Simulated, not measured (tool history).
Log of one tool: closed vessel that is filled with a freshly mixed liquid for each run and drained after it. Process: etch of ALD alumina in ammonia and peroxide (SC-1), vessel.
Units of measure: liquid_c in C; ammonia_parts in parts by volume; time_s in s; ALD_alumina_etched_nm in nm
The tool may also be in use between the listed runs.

{"run": 1, "day": 0.0, "liquid_c": 60.0, "ammonia_parts": 0.5, "time_s": 240, "ALD_alumina_etched_nm": 22.248}
{"run": 2, "day": 0.296, "liquid_c": 62.0, "ammonia_parts": 0.5, "time_s": 240, "ALD_alumina_etched_nm": 24.763}
{"run": 3, "day": 0.371, "liquid_c": 62.0, "ammonia_parts": 0.5, "time_s": 255, "ALD_alumina_etched_nm": 26.285}
{"run": 4, "day": 0.692, "liquid_c": 62.0, "ammonia_parts": 0.5, "time_s": 255, "ALD_alumina_etched_nm": 25.943}
{"run": 5, "day": 0.871, "liquid_c": 62.0, "ammonia_parts": 0.5, "time_s": 255, "ALD_alumina_etched_nm": 25.862}
{"run": 6, "day": 1.079, "liquid_c": 63.5, "ammonia_parts": 0.5, "time_s": 255, "ALD_alumina_etched_nm": 28.178}
{"day": 1.446, "done": "thermometer replaced"}
{"run": 7, "day": 1.446, "liquid_c": 64.5, "ammonia_parts": 0.5, "time_s": 255, "ALD_alumina_etched_nm": 27.56}

Estimate the outcome of run 8 from the log above:
{"run": 8, "day": 1.725, "liquid_c": 66.0, "ammonia_parts": 0.55, "time_s": 255, "ALD_alumina_etched_nm": "?"}

Run 8 produced ALD_alumina_etched_nm 29.522 nm.
